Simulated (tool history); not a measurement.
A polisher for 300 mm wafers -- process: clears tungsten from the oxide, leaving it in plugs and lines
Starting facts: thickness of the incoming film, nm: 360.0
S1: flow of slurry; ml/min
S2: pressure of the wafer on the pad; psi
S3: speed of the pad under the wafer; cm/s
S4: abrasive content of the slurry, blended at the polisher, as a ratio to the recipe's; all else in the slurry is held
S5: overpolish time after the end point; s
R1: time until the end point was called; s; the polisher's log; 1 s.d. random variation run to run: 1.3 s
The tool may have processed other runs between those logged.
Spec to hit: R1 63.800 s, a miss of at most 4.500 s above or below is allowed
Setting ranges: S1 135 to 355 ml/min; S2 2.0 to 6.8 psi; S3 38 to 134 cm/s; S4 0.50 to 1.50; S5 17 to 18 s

| run | day | S1 | S2 | S3 | S4 | S5 | R1 |
|---|---|---|---|---|---|---|---|
| 1 | 0.000 | 225 | 4.4 | 86 | 1.00 | 17 | 85.588 |
| 2 | 0.242 | 225 | 4.4 | 86 | 0.80 | 17 | 92.338 |
| 3 | 0.342 | 225 | 4.8 | 88 | 0.80 | 17 | 86.697 |
| 4 | 0.683 | 225 | 5.1 | 90 | 0.80 | 17 | 80.430 |
| 5 | 0.896 | 180 | 5.1 | 90 | 0.80 | 17 | 77.962 |
| 6 | 1.217 | 225 | 5.1 | 90 | 0.80 | 17 | 78.355 |
| 7 | 1.308 | 225 | 5.3 | 92 | 0.80 | 17 | 74.331 |
| 8 | 1.633 | 225 | 5.5 | 92 | 0.80 | 17 | 71.752 |
| 9 | 1.742 | 225 | 5.6 | 92 | 0.80 | 17 | 74.542 |
| 10 | 1.775 | 225 | 5.8 | 94 | 0.80 | 17 | 70.253 |

Which single option among these 5 for the next run brings every result within its allowed miss of target? Just one does.
| A | 1.808 | 265 | 5.2 | 122 | 0.90 | 18 | ? |
| B | 1.808 | 265 | 6.2 | 106 | 0.85 | 18 | ? |
| C | 1.808 | 255 | 5.3 | 124 | 1.05 | 17 | ? |
| D | 1.808 | 215 | 4.9 | 134 | 0.75 | 17 | ? |
| E | 1.808 | 210 | 6.4 | 94 | 0.80 | 17 | ? |

| move | R1 |
|---|---|
| A | 55.147 |
| B | 56.604 |
| C | 50.975 |
| D | 57.090 |
| E | 64.777 |
A: moves the result that the last run missed by most past its target, out the other side
B: moves the result that the last run missed by most past its target, out the other side
C: moves the result that the last run missed by most past its target, out the other side
D: moves the result that the last run missed by most past its target, out the other side
E: all results land within tolerance of their targets
The right move is E.
